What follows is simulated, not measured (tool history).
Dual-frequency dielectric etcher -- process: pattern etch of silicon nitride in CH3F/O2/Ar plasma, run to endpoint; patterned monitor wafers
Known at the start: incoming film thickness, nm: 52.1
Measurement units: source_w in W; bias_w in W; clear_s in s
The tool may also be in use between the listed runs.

{"run": 1, "hour": 0.0, "source_w": 400, "bias_w": 94, "clear_s": 66.845}
{"run": 2, "hour": 3.0, "source_w": 400, "bias_w": 79, "clear_s": 69.717}
{"run": 3, "hour": 9.6, "source_w": 400, "bias_w": 88, "clear_s": 67.77}
{"run": 4, "hour": 12.8, "source_w": 380, "bias_w": 86, "clear_s": 68.687}
{"run": 5, "hour": 18.2, "source_w": 380, "bias_w": 80, "clear_s": 70.665}
{"run": 6, "hour": 23.0, "source_w": 430, "bias_w": 80, "clear_s": 69.406}
{"run": 7, "hour": 30.7, "source_w": 420, "bias_w": 76, "clear_s": 70.544}

Estimate the outcome of run 8 from the log above:
{"run": 8, "hour": 38.1, "source_w": 410, "bias_w": 73, "clear_s": "?"}

{"run 8": {"clear_s": 71.302}}
